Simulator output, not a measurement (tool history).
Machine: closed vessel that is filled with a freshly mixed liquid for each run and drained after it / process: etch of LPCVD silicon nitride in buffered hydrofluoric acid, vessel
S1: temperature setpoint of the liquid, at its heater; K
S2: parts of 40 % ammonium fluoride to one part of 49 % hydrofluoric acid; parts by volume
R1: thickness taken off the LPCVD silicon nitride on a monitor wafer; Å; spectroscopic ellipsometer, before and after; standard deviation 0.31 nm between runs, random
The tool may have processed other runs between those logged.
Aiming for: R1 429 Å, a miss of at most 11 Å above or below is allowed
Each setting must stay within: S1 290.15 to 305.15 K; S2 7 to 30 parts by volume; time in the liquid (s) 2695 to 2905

Run 1, hour 0: S1 298.15 K, S2 20 parts by volume, time in the liquid (s) 2695. Result: R1 199.29 Å.
Run 2, hour 4.1: S1 299.65 K, S2 18 parts by volume, time in the liquid (s) 2700. Result: R1 240.8 Å.
Run 3, hour 11.6: S1 300.65 K, S2 17 parts by volume, time in the liquid (s) 2700. Result: R1 269.17 Å.
Run 4, hour 18.7: S1 300.65 K, S2 20.5 parts by volume, time in the liquid (s) 2700. Result: R1 226.49 Å.
Run 5, hour 26.7: S1 297.15 K, S2 20.5 parts by volume, time in the liquid (s) 2700. Result: R1 185.2 Å.
Run 6, hour 31.4: S1 297.15 K, S2 20.5 parts by volume, time in the liquid (s) 2695. Result: R1 186.47 Å.
Run 7, hour 41.2: S1 298.65 K, S2 19 parts by volume, time in the liquid (s) 2700. Result: R1 217.63 Å.
Run 8, hour 46.6: S1 299.65 K, S2 17.5 parts by volume, time in the liquid (s) 2700. Result: R1 243.58 Å.
Run 9, hour 51.1: S1 300.65 K, S2 16.5 parts by volume, time in the liquid (s) 2700. Result: R1 278.11 Å.
Run 10, hour 58.7: S1 301.65 K, S2 16 parts by volume, time in the liquid (s) 2700. Result: R1 301.43 Å.
Run 11, hour 67.5: S1 301.65 K, S2 16 parts by volume, time in the liquid (s) 2700. Result: R1 302.42 Å.
Run 12, hour 76.7: S1 302.15 K, S2 15.5 parts by volume, time in the liquid (s) 2700. Result: R1 320.43 Å.
Run 13, hour 85.1: S1 302.65 K, S2 15 parts by volume, time in the liquid (s) 2700. Result: R1 337.29 Å.
Run 14, hour 88.4: S1 303.15 K, S2 14.5 parts by volume, time in the liquid (s) 2700. Result: R1 359.37 Å.
Run 15, hour 89.9: S1 303.65 K, S2 14.5 parts by volume, time in the liquid (s) 2700. Result: R1 366.22 Å.
Run 16, hour 96.9: S1 305.15 K, S2 12 parts by volume, time in the liquid (s) 2705. Result: R1 479.71 Å.
Run 17, hour 100.3: S1 304.65 K, S2 12 parts by volume, time in the liquid (s) 2705. Result: R1 465.98 Å.
Run 18, hour 106.1: S1 304.65 K, S2 12 parts by volume, time in the liquid (s) 2705. Result: R1 461.26 Å.
Run 19, hour 115.3: S1 304.65 K, S2 12 parts by volume, time in the liquid (s) 2705. Result: R1 463.5 Å.
Run 20, hour 119.1: S1 304.15 K, S2 12 parts by volume, time in the liquid (s) 2705. Result: R1 453.28 Å.
Run 21, hour 124.3: S1 303.65 K, S2 12 parts by volume, time in the liquid (s) 2705. Result: R1 443.09 Å.
Run 22, hour 128.3: S1 303.65 K, S2 12 parts by volume, time in the liquid (s) 2705. Result: R1 441.78 Å.
Run 23, hour 135.9: S1 303.65 K, S2 12 parts by volume, time in the liquid (s) 2705. Result: R1 446.8 Å.

Below are 5 possible settings for the next run. Only one of them brings all results inside the allowed miss of their targets. Which is it?
Run A, hour 143.5: S1 305.15 K, S2 12.5 parts by volume, time in the liquid (s) 2695. Result: R1 ?.
Run B, hour 143.5: S1 303.15 K, S2 13.5 parts by volume, time in the liquid (s) 2835. Result: R1 ?.
Run C, hour 143.5: S1 305.15 K, S2 14 parts by volume, time in the liquid (s) 2695. Result: R1 ?.
Run D, hour 143.5: S1 304.65 K, S2 13.5 parts by volume, time in the liquid (s) 2815. Result: R1 ?.
Run E, hour 143.5: S1 303.15 K, S2 11 parts by volume, time in the liquid (s) 2695. Result: R1 ?.

move      R1
   A  460.59
   B  404.87
   C  412.31
   D  434.81
   E  470.03
A: misses by more than the last run did
B: moves the result that the last run missed by most past its target, out the other side
C: moves the result that the last run missed by most past its target, out the other side
D: each result inside its tolerance
E: misses by more than the last run did
Correct choice: D, which meets every target
